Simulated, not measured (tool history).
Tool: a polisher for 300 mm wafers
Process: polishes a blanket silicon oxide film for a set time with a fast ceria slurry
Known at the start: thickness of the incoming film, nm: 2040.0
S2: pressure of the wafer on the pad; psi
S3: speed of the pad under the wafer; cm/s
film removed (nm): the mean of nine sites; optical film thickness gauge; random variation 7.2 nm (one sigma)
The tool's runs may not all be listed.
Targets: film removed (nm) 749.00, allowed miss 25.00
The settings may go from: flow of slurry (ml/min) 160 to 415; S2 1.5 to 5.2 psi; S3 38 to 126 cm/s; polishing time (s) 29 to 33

run 1 hour=0.0 | flow_of_slurry_(ml/min)=265 S2=3.3 S3=82 polishing_time_(s)=33 | film_removed_(nm)=634.37
run 2 hour=2.3 | flow_of_slurry_(ml/min)=265 S2=3.4 S3=82 polishing_time_(s)=33 | film_removed_(nm)=647.22
run 3 hour=3.8 | flow_of_slurry_(ml/min)=290 S2=3.4 S3=82 polishing_time_(s)=33 | film_removed_(nm)=652.12
run 4 hour=4.8 | flow_of_slurry_(ml/min)=290 S2=3.7 S3=82 polishing_time_(s)=33 | film_removed_(nm)=692.85
run 5 hour=6.5 | flow_of_slurry_(ml/min)=290 S2=3.9 S3=82 polishing_time_(s)=33 | film_removed_(nm)=719.63
run 6 hour=9.7 | flow_of_slurry_(ml/min)=290 S2=3.9 S3=82 polishing_time_(s)=29 | film_removed_(nm)=643.58
run 7 hour=12.4 | flow_of_slurry_(ml/min)=290 S2=4.0 S3=82 polishing_time_(s)=29 | film_removed_(nm)=639.45
run 8 hour=14.5 | flow_of_slurry_(ml/min)=290 S2=4.1 S3=82 polishing_time_(s)=29 | film_removed_(nm)=669.96
run 9 hour=22.2 | flow_of_slurry_(ml/min)=290 S2=4.1 S3=82 polishing_time_(s)=29 | film_removed_(nm)=661.65
run 10 hour=30.6 | flow_of_slurry_(ml/min)=290 S2=4.2 S3=82 polishing_time_(s)=29 | film_removed_(nm)=668.52
run 11 hour=34.9 | flow_of_slurry_(ml/min)=290 S2=4.3 S3=82 polishing_time_(s)=29 | film_removed_(nm)=687.56
run 12 hour=36.4 | flow_of_slurry_(ml/min)=290 S2=4.4 S3=82 polishing_time_(s)=29 | film_removed_(nm)=692.61
run 13 hour=39.7 | flow_of_slurry_(ml/min)=290 S2=4.5 S3=82 polishing_time_(s)=29 | film_removed_(nm)=710.61

Which of these 4 next moves meets every target?
run A hour=43.0 | flow_of_slurry_(ml/min)=280 S2=5.2 S3=58 polishing_time_(s)=31 | film_removed_(nm)=?
run B hour=43.0 | flow_of_slurry_(ml/min)=275 S2=4.4 S3=86 polishing_time_(s)=32 | film_removed_(nm)=?
run C hour=43.0 | flow_of_slurry_(ml/min)=365 S2=4.8 S3=68 polishing_time_(s)=30 | film_removed_(nm)=?
run D hour=43.0 | flow_of_slurry_(ml/min)=310 S2=4.5 S3=88 polishing_time_(s)=29 | film_removed_(nm)=?

move=A film_removed_(nm)=705.24
move=B film_removed_(nm)=800.14
move=C film_removed_(nm)=711.46
move=D film_removed_(nm)=755.93
A: further off than the last run
B: takes the result that was furthest off past its target
C: as far off as the last run
D: meets every target
Move D is the one to make.
